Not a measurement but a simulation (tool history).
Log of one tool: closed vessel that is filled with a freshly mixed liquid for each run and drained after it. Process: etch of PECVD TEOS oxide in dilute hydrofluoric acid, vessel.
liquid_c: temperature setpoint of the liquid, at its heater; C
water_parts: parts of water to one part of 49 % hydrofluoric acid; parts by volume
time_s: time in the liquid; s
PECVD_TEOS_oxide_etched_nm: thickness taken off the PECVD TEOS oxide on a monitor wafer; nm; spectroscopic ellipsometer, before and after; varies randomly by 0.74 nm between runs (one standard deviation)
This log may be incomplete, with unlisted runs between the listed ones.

Run 1, day 0.000: liquid_c 20.0 C, water_parts 215 parts by volume, time_s 945 s. Result: PECVD_TEOS_oxide_etched_nm 67.258 nm.
Run 2, day 0.054: liquid_c 21.5 C, water_parts 215 parts by volume, time_s 945 s. Result: PECVD_TEOS_oxide_etched_nm 71.686 nm.
Run 3, day 0.300: liquid_c 21.5 C, water_parts 160 parts by volume, time_s 945 s. Result: PECVD_TEOS_oxide_etched_nm 102.020 nm.
Run 4, day 0.488: liquid_c 19.5 C, water_parts 160 parts by volume, time_s 945 s. Result: PECVD_TEOS_oxide_etched_nm 93.112 nm.
Run 5, day 0.742: liquid_c 19.5 C, water_parts 230 parts by volume, time_s 945 s. Result: PECVD_TEOS_oxide_etched_nm 60.051 nm.
Run 6, day 0.958: liquid_c 17.0 C, water_parts 230 parts by volume, time_s 945 s. Result: PECVD_TEOS_oxide_etched_nm 55.050 nm.
Run 7, day 1.246: liquid_c 21.0 C, water_parts 210 parts by volume, time_s 945 s. Result: PECVD_TEOS_oxide_etched_nm 71.986 nm.
Run 8, day 1.371: liquid_c 22.0 C, water_parts 210 parts by volume, time_s 945 s. Result: PECVD_TEOS_oxide_etched_nm 74.405 nm.
Run 9, day 1.471: liquid_c 23.0 C, water_parts 210 parts by volume, time_s 945 s. Result: PECVD_TEOS_oxide_etched_nm 78.010 nm.

What does the tool deliver on the next run?
Run 10, day 1.562: liquid_c 23.5 C, water_parts 210 parts by volume, time_s 945 s. Result: PECVD_TEOS_oxide_etched_nm ?.

Logged for run 10: PECVD_TEOS_oxide_etched_nm 79.261 nm.

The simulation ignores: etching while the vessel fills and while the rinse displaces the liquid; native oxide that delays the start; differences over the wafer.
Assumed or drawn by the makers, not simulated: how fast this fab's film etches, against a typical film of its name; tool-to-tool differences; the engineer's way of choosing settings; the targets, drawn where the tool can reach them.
